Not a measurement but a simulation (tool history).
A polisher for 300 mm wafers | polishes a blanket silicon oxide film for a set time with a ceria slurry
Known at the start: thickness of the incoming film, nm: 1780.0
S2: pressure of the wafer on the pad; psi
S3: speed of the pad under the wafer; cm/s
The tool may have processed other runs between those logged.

Run 1, hour 0.0: flow of slurry (ml/min) 305, S2 3.1 psi, S3 108 cm/s, polishing time (s) 23. Result: film removed (Å) 1066.80.
Run 2, hour 3.1: flow of slurry (ml/min) 305, S2 2.6 psi, S3 102 cm/s, polishing time (s) 23. Result: film removed (Å) 872.10.
Run 3, hour 5.2: flow of slurry (ml/min) 305, S2 2.3 psi, S3 98 cm/s, polishing time (s) 23. Result: film removed (Å) 745.13.
Run 4, hour 9.6: flow of slurry (ml/min) 305, S2 2.1 psi, S3 96 cm/s, polishing time (s) 23. Result: film removed (Å) 695.63.
Run 5, hour 17.8: flow of slurry (ml/min) 305, S2 2.1 psi, S3 122 cm/s, polishing time (s) 23. Result: film removed (Å) 859.85.
Run 6, hour 24.9: flow of slurry (ml/min) 305, S2 1.9 psi, S3 114 cm/s, polishing time (s) 23. Result: film removed (Å) 745.45.
Run 7, hour 30.1: flow of slurry (ml/min) 305, S2 1.8 psi, S3 108 cm/s, polishing time (s) 23. Result: film removed (Å) 686.39.

Run 8 is up next; what results do you expect?
Run 8, hour 34.6: flow of slurry (ml/min) 305, S2 1.7 psi, S3 104 cm/s, polishing time (s) 23. Result: film removed (Å) ?.

film removed (Å): 630.32

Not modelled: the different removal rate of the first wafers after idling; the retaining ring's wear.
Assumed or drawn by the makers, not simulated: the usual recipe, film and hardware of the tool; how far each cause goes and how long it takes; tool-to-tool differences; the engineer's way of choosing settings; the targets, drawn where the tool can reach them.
